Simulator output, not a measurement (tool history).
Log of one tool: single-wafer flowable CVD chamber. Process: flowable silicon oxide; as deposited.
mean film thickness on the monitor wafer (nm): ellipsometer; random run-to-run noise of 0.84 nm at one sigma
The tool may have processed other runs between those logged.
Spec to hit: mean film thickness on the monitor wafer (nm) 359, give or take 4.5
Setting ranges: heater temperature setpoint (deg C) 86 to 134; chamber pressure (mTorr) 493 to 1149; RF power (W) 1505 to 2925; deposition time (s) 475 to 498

| run | hour | heater temperature setpoint (deg C) | chamber pressure (mTorr) | RF power (W) | deposition time (s) | mean film thickness on the monitor wafer (nm) |
|---|---|---|---|---|---|---|
| 1 | 0 | 110 | 821 | 2215 | 498 | 208.83 |
| 2 | 8.5 | 110 | 821 | 2215 | 475 | 198.8 |
| 3 | 16.6 | 110 | 821 | 2215 | 475 | 197.99 |
| 4 | 23.9 | 110 | 719 | 2215 | 475 | 173.92 |
| 5 | 27.2 | 110 | 719 | 2215 | 475 | 174.95 |
| 6 | 34.3 | 114 | 719 | 2215 | 475 | 153.85 |
| 7 | 38.8 | 102 | 721 | 2215 | 475 | 229.63 |
| 8 | 39.5 | 98 | 721 | 2215 | 475 | 263.88 |

Exercise: of the 5 proposed moves below, exactly one satisfies all targets within the stated allowed misses. Which move is it?
| A | 40.2 | 95 | 866 | 2325 | 498 | ? |
| B | 40.2 | 92 | 813 | 2110 | 487 | ? |
| C | 40.2 | 95 | 750 | 2125 | 476 | ? |
| D | 40.2 | 93 | 827 | 2265 | 478 | ? |
| E | 40.2 | 92 | 777 | 2390 | 498 | ? |

| move | mean film thickness on the monitor wafer (nm) |
|---|---|
| A | 369.09 |
| B | 369.13 |
| C | 301.24 |
| D | 361.13 |
| E | 370.07 |
A: takes the result that was furthest off past its target
B: takes the result that was furthest off past its target
C: nearer than the last run, and not there yet
D: every result within its allowed miss
E: takes the result that was furthest off past its target
So the answer is move D, the one that meets all the targets.
